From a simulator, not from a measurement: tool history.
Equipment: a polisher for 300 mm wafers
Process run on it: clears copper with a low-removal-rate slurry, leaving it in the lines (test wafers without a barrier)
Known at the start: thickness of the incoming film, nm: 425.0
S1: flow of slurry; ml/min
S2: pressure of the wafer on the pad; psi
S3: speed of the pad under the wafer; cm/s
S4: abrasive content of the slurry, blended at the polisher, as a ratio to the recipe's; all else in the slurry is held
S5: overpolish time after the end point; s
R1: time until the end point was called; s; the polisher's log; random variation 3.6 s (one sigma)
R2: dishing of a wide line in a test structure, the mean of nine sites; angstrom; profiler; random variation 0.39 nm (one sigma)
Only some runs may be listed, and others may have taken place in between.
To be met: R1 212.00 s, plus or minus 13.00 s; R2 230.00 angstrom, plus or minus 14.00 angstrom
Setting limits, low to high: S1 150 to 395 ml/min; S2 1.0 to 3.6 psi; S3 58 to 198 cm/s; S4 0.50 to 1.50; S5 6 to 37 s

run,hour,S1,S2,S3,S4,S5,R1,R2
1,0.0,250,2.3,128,1.00,19,148.75,248.65
2,3.5,250,2.3,128,1.20,19,145.90,256.58
3,6.4,250,2.5,128,1.20,19,133.86,268.74
4,12.2,285,2.5,128,1.20,19,130.42,274.95
5,17.0,285,2.4,128,1.20,19,137.00,264.87
6,24.2,285,1.9,128,1.20,19,172.90,233.01
# hour 25.8: slurry nozzle cleaned
7,25.8,285,1.9,128,1.20,19,162.70,233.46
8,29.7,285,1.8,128,1.20,20,174.74,237.07

Which single option among these 5 for the next run brings every result within its allowed miss of target? Just one does.
A,33.6,295,2.1,104,1.40,18,?,?
B,33.6,330,2.0,132,1.15,14,?,?
C,33.6,315,1.6,114,1.35,23,?,?
D,33.6,350,2.0,146,1.45,14,?,?
E,33.6,175,1.5,162,1.15,18,?,?

move,R1,R2
A,181.40,219.36
B,154.39,208.16
C,215.77,223.72
D,134.19,224.59
E,178.51,216.51
A: moves toward the targets from the last run without getting all of them in spec
B: moves away from the targets compared with the last run
C: in spec on every target
D: moves away from the targets compared with the last run
E: moves toward the targets from the last run without getting all of them in spec
C is the move that brings every result within its allowed miss.

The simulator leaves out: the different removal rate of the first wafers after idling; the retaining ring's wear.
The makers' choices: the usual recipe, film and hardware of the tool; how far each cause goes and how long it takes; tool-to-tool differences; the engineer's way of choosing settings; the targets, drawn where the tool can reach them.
